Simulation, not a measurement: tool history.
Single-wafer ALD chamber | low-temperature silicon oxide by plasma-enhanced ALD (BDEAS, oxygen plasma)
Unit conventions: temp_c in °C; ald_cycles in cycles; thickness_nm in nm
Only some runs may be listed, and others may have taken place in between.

run 1 hour=0.0 | temp_c=90 ald_cycles=44 | thickness_nm=5.9431
run 2 hour=4.5 | temp_c=95 ald_cycles=44 | thickness_nm=5.8259
run 3 hour=6.9 | temp_c=97 ald_cycles=43 | thickness_nm=5.6802
run 4 hour=10.3 | temp_c=98 ald_cycles=42 | thickness_nm=5.4878
run 5 hour=12.1 | temp_c=91 ald_cycles=42 | thickness_nm=5.6779
run 6 hour=17.8 | temp_c=91 ald_cycles=45 | thickness_nm=6.0392
run 7 hour=18.5 | temp_c=93 ald_cycles=43 | thickness_nm=5.7397

Run 8, settings as shown, results not yet in. Your forecast:
run 8 hour=20.6 | temp_c=95 ald_cycles=42 | thickness_nm=?

Run 8 produced thickness_nm 5.5819 nm.
